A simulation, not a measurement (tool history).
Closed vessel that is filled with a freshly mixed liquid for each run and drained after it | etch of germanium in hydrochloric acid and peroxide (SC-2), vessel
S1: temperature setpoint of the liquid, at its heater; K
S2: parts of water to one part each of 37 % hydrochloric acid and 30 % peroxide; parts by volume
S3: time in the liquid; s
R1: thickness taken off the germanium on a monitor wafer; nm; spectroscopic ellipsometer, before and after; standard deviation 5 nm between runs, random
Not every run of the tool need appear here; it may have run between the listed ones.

run,day,S1,S2,S3,R1
1,0.000,332.15,7.5,100,416.22
2,0.046,334.65,7.5,100,457.59
3,0.133,329.15,7.5,100,379.65
4,0.371,329.15,9.5,100,375.69
5,0.517,332.15,9.5,100,406.68
6,0.592,332.15,11.5,100,395.95

Run 7 is up next; what results do you expect?
7,0.933,335.15,11.5,100,?

{"run 7": {"R1": 430.1}}
